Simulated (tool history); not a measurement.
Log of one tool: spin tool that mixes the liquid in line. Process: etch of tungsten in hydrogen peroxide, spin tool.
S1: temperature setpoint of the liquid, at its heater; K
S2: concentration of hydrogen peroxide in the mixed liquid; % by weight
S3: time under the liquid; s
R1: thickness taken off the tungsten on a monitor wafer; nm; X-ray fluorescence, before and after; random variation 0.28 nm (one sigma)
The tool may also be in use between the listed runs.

run  hour      S1    S2  S3      R1
  1   0.0  322.15  20.5  15  20.531
  2   0.9  322.15  18.0  15  19.366
  3   8.9  326.15  18.0  15  24.794
  4  10.5  327.15  18.0  15  26.100
  5  18.7  327.15  21.0  15  28.451
  6  23.8  327.65  21.0  15  29.415

The next listed run, before its measurement:
  7  27.0  328.15  21.0  15   ?

{"run 7": {"R1": 30.012}}
